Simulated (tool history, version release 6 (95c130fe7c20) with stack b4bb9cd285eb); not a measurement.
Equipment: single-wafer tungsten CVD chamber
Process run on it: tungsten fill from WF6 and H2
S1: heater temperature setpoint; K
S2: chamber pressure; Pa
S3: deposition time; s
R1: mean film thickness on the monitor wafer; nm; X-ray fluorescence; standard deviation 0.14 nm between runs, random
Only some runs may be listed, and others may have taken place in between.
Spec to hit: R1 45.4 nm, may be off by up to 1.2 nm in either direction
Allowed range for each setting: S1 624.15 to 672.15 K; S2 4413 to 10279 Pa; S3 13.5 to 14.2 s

run,hour,S1,S2,S3,R1
1,0,648.15,7346,14.2,31.216
2,4.9,648.15,6853,14.2,29.778
3,13.2,654.15,6893,14.2,33.51
4,19.6,649.15,6893,14.2,30.393
5,21.8,649.15,6893,13.5,28.86
6,26.8,649.15,6893,14.2,30.398
7,33.2,661.15,7119,14.2,39.166
8,37.9,663.15,7133,14.2,40.988
9,42.9,664.15,7146,14.2,41.649
10,48.8,665.15,7159,14.2,42.689
11,50.1,666.15,7173,14.2,43.214
12,53.6,667.15,7186,14.2,44.105

Consider the 5 candidate settings below. Which is the only one whose results all fall within their allowed miss of target?
A,57.1,665.15,7066,14.2,?
B,57.1,671.15,6359,14,?
C,57.1,671.15,7359,13.5,?
D,57.1,669.15,8119,13.7,?
E,57.1,670.15,8359,13.6,?

move,R1
A,42.095
B,42.889
C,45.841
D,47.833
E,49.214
A: misses by more than the last run did
B: misses by more than the last run did
C: meets every target
D: the result that was furthest off in the last run now lies on the other side of its target
E: the result that was furthest off in the last run now lies on the other side of its target
Correct choice: C, which meets every target
